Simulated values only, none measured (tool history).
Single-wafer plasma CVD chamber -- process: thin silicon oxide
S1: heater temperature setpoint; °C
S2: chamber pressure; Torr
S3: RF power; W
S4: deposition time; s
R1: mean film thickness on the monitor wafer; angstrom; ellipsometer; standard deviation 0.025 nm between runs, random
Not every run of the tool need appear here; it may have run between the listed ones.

Run 1, hour 0.0: S1 390 °C, S2 0.918 Torr, S3 365 W, S4 3.19 s. Result: R1 69.030 angstrom.
Run 2, hour 7.8: S1 390 °C, S2 1.069 Torr, S3 365 W, S4 3.19 s. Result: R1 77.235 angstrom.
Run 3, hour 14.3: S1 390 °C, S2 0.974 Torr, S3 360 W, S4 3.18 s. Result: R1 72.182 angstrom.
Run 4, hour 22.4: S1 390 °C, S2 0.974 Torr, S3 360 W, S4 3.03 s. Result: R1 68.448 angstrom.
Run 5, hour 30.0: S1 390 °C, S2 0.909 Torr, S3 355 W, S4 3.03 s. Result: R1 64.262 angstrom.
Run 6, hour 33.3: S1 390 °C, S2 0.909 Torr, S3 355 W, S4 3.03 s. Result: R1 64.288 angstrom.
Run 7, hour 38.5: S1 390 °C, S2 0.863 Torr, S3 355 W, S4 3.03 s. Result: R1 61.879 angstrom.
Run 8, hour 44.1: S1 390 °C, S2 0.827 Torr, S3 355 W, S4 3.03 s. Result: R1 59.141 angstrom.
Run 9, hour 48.1: S1 390 °C, S2 0.804 Torr, S3 355 W, S4 3.03 s. Result: R1 57.720 angstrom.

Run 10 has not been measured yet. What should we expect?
Run 10, hour 49.6: S1 390 °C, S2 0.696 Torr, S3 350 W, S4 3.03 s. Result: R1 ?.

R1: 50.026 angstrom
